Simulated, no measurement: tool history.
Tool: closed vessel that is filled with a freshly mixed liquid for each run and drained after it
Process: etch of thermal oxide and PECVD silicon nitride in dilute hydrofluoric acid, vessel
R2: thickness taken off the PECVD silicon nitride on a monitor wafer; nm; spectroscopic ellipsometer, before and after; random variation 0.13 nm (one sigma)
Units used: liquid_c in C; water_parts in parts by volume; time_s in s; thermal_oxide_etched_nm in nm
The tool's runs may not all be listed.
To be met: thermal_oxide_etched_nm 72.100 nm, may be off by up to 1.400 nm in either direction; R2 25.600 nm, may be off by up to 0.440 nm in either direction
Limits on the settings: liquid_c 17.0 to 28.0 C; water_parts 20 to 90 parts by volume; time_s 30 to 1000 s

Run 1, hour 0.0: liquid_c 20.0 C, water_parts 50 parts by volume, time_s 510 s. Result: thermal_oxide_etched_nm 44.514 nm, R2 15.195 nm.
Run 2, hour 8.2: liquid_c 18.5 C, water_parts 50 parts by volume, time_s 510 s. Result: thermal_oxide_etched_nm 41.808 nm, R2 13.638 nm.
Run 3, hour 16.6: liquid_c 19.5 C, water_parts 45 parts by volume, time_s 505 s. Result: thermal_oxide_etched_nm 48.187 nm, R2 15.985 nm.
Run 4, hour 19.5: liquid_c 19.5 C, water_parts 35 parts by volume, time_s 505 s. Result: thermal_oxide_etched_nm 62.377 nm, R2 20.350 nm.
Run 5, hour 21.3: liquid_c 20.0 C, water_parts 35 parts by volume, time_s 505 s. Result: thermal_oxide_etched_nm 64.294 nm, R2 21.149 nm.
Run 6, hour 29.7: liquid_c 20.0 C, water_parts 35 parts by volume, time_s 720 s. Result: thermal_oxide_etched_nm 91.499 nm, R2 30.088 nm.
Run 7, hour 34.4: liquid_c 20.5 C, water_parts 40 parts by volume, time_s 725 s. Result: thermal_oxide_etched_nm 81.870 nm, R2 27.612 nm.
Run 8, hour 40.5: liquid_c 20.5 C, water_parts 40 parts by volume, time_s 730 s. Result: thermal_oxide_etched_nm 82.899 nm, R2 27.897 nm.
Run 9, hour 48.5: liquid_c 20.5 C, water_parts 40 parts by volume, time_s 735 s. Result: thermal_oxide_etched_nm 83.011 nm, R2 27.991 nm.
Run 10, hour 53.1: liquid_c 21.5 C, water_parts 50 parts by volume, time_s 755 s. Result: thermal_oxide_etched_nm 70.811 nm, R2 24.833 nm.

5 candidate next runs follow, results not yet known. Just one meets every target within its allowed miss. Identify it.
Run A, hour 57.7: liquid_c 23.5 C, water_parts 55 parts by volume, time_s 775 s. Result: thermal_oxide_etched_nm ?, R2 ?.
Run B, hour 57.7: liquid_c 21.0 C, water_parts 60 parts by volume, time_s 965 s. Result: thermal_oxide_etched_nm ?, R2 ?.
Run C, hour 57.7: liquid_c 23.5 C, water_parts 60 parts by volume, time_s 810 s. Result: thermal_oxide_etched_nm ?, R2 ?.
Run D, hour 57.7: liquid_c 20.0 C, water_parts 35 parts by volume, time_s 555 s. Result: thermal_oxide_etched_nm ?, R2 ?.
Run E, hour 57.7: liquid_c 19.0 C, water_parts 50 parts by volume, time_s 855 s. Result: thermal_oxide_etched_nm ?, R2 ?.

move  thermal_oxide_etched_nm      R2
   A                   71.028  26.684
   B                   72.631  25.731
   C                   67.645  25.612
   D                   70.552  23.287
   E                   71.716  23.690
A: moves the result that the last run missed by most past its target, out the other side
B: every result within its allowed miss
C: gets the furthest-off result to its target, but another result is out of tolerance
D: the biggest miss grows against the last run
E: the biggest miss grows against the last run
So the answer is move B, the one that meets all the targets.

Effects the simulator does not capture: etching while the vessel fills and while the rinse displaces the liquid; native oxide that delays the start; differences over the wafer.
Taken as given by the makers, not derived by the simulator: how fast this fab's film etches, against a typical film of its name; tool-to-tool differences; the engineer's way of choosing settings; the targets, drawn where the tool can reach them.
